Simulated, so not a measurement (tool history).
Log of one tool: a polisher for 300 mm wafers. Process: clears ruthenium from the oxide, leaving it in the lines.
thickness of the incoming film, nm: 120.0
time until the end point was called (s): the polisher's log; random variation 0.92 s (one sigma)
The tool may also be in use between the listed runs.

run	hour	flow of slurry (ml/min)	pressure of the wafer on the pad (kPa)	speed of the pad under the wafer (m/s)	overpolish time after the end point (s)	time until the end point was called (s)
1	0.0	270	15.2	0.96	11	113.190
2	4.0	270	15.2	0.96	11	110.570
3	12.3	270	16.5	0.96	11	103.600
4	19.2	270	18.6	0.96	11	95.406
5	20.6	270	18.6	1.08	11	83.363
# hour 26.9: head pressure recalibrated
6	26.9	230	18.6	1.08	11	80.533
7	27.7	230	19.3	1.08	11	80.922

The next listed run, before its measurement:
8	31.1	230	20.0	1.10	11	?

time until the end point was called (s): 77.432
